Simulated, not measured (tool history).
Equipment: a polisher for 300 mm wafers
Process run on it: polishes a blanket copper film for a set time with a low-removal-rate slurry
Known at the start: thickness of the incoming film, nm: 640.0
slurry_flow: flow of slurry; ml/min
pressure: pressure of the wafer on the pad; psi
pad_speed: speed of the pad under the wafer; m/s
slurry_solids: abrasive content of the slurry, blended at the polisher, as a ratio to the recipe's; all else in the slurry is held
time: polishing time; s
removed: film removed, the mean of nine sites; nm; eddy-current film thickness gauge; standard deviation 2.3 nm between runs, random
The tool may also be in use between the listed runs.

run	hour	slurry_flow	pressure	pad_speed	slurry_solids	time	removed
1	0	220	2.9	1.42	1	79	285
2	3.3	220	2.9	1.42	1	79	288.31
3	4.3	220	2.8	1.42	1	79	284.42
4	9.3	220	2.7	1.42	1	79	266.48
5	13.3	220	3.2	1.42	1	79	311.15
6	17.7	220	3.2	1.42	0.85	79	301.12
7	18.3	220	3	1.42	0.85	79	286.72
8	22.6	220	3	1.42	0.85	79	285.47
9	29.6	220	3	1.42	0.85	79	279.08
10	34.4	220	2.9	1.42	0.85	79	275.06
11	43.3	220	2.8	1.42	0.85	79	266.99

The next listed run, before its measurement:
12	46.2	220	2.7	1.42	0.85	79	?

{"run 12": {"removed": 258.86}}

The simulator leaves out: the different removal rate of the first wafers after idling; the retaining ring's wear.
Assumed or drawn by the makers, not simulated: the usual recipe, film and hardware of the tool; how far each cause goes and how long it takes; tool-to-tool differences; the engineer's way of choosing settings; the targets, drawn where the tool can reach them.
